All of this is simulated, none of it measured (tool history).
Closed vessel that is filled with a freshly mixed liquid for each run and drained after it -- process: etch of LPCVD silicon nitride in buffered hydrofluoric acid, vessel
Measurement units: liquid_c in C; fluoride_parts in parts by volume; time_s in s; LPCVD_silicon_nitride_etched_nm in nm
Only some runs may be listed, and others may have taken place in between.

run  hour  liquid_c  fluoride_parts  time_s  LPCVD_silicon_nitride_etched_nm
  1   0.0      23.0            11.0    3190                           38.291
  2   3.2      23.0             9.5    3190                           43.046
  3  11.1      21.0            10.5    3190                           35.847
  4  12.8      19.5            11.5    3190                           29.912
  5  17.0      22.0            11.5    3190                           34.082
  6  24.4      25.0            11.5    3190                           40.737
  7  32.5      22.5            12.0    3190                           33.806
  8  35.7      20.5            12.0    3190                           30.393
  9  37.7      19.5            12.0    3190                           29.136

What does the tool deliver on the next run?
 10  45.7      18.5            12.5    3190                                ?

{"run 10": {"LPCVD_silicon_nitride_etched_nm": 26.088}}
